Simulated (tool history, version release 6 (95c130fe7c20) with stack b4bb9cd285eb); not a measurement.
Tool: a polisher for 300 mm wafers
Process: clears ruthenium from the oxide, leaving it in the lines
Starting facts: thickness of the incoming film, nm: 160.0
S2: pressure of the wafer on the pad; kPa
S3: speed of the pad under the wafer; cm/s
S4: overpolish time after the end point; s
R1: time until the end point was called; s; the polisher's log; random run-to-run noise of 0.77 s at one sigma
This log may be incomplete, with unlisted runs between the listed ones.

run 1 day=0 | flow_of_slurry_(ml/min)=140 S2=11.7 S3=120 S4=7 | R1=117.16
run 2 day=0.046 | flow_of_slurry_(ml/min)=140 S2=10.3 S3=120 S4=7 | R1=133.31
run 3 day=0.183 | flow_of_slurry_(ml/min)=150 S2=11 S3=120 S4=7 | R1=124.29
run 4 day=0.317 | flow_of_slurry_(ml/min)=150 S2=11.7 S3=120 S4=7 | R1=118.32
run 5 day=0.492 | flow_of_slurry_(ml/min)=150 S2=11.7 S3=140 S4=7 | R1=101.09
run 6 day=0.738 | flow_of_slurry_(ml/min)=150 S2=10.3 S3=140 S4=7 | R1=113.82
run 7 day=0.871 | flow_of_slurry_(ml/min)=150 S2=11 S3=140 S4=7 | R1=107.93
run 8 day=0.933 | flow_of_slurry_(ml/min)=150 S2=11.7 S3=140 S4=7 | R1=101.38

Run 9 has not been measured yet. What should we expect?
run 9 day=1.125 | flow_of_slurry_(ml/min)=150 S2=12.4 S3=140 S4=7 | R1=?

R1: 95.074 s
